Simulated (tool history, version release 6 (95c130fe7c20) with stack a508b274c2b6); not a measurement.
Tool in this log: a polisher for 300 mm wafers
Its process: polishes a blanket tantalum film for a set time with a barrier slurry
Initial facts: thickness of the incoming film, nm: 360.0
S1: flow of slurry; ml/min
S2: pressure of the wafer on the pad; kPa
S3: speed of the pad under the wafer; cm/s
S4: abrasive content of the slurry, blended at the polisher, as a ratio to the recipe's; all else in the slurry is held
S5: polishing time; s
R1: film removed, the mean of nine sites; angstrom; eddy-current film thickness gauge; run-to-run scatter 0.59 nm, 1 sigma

run 1 day=0 | S1=180 S2=13.8 S3=112 S4=1 S5=48 | R1=824.49
run 2 day=0.038 | S1=195 S2=13.8 S3=112 S4=1 S5=48 | R1=831.17
run 3 day=0.208 | S1=190 S2=13.1 S3=112 S4=1 S5=48 | R1=788.53
run 4 day=0.575 | S1=185 S2=12.4 S3=112 S4=1 S5=48 | R1=740.16
run 5 day=0.838 | S1=185 S2=12.4 S3=126 S4=1 S5=48 | R1=808.25
run 6 day=1.029 | S1=185 S2=12.4 S3=142 S4=1 S5=48 | R1=880.89
run 7 day=1.092 | S1=180 S2=11.7 S3=142 S4=1 S5=48 | R1=843.78
run 8 day=1.321 | S1=175 S2=11 S3=142 S4=1 S5=48 | R1=787.78
run 9 day=1.529 | S1=170 S2=10.3 S3=142 S4=1 S5=48 | R1=743.51

Run 10 comes next. What will it give?
-- day=1.85 slurry blender recalibrated
run 10 day=1.85 | S1=165 S2=10.3 S3=142 S4=1 S5=48 | R1=?

R1: 788.75 angstrom
